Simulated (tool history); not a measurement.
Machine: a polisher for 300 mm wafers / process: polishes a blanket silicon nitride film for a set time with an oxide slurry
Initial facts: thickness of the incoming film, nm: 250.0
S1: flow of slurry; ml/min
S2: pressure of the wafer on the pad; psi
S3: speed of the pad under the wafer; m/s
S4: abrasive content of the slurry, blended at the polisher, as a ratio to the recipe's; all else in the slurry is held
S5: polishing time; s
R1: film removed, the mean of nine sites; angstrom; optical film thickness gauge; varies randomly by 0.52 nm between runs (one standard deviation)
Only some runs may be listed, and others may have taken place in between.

run  hour   S1   S2   S3  S4  S5      R1
  1     0  195  4.6  1.3   1  94  588.87
  2   5.1  195  4.6  1.3   1  99   632.2
  3   7.3  195  4.6  1.3   1  94  590.99
  4  12.2  205  4.9  1.3   1  94  629.09
  5  18.1  205  4.9    1   1  94  540.83
  6  26.1  245  4.9    1   1  94  552.92

What will run 7 give?
  7  30.1  250  5.3   1   1  94   ?

{"run 7": {"R1": 587.01}}
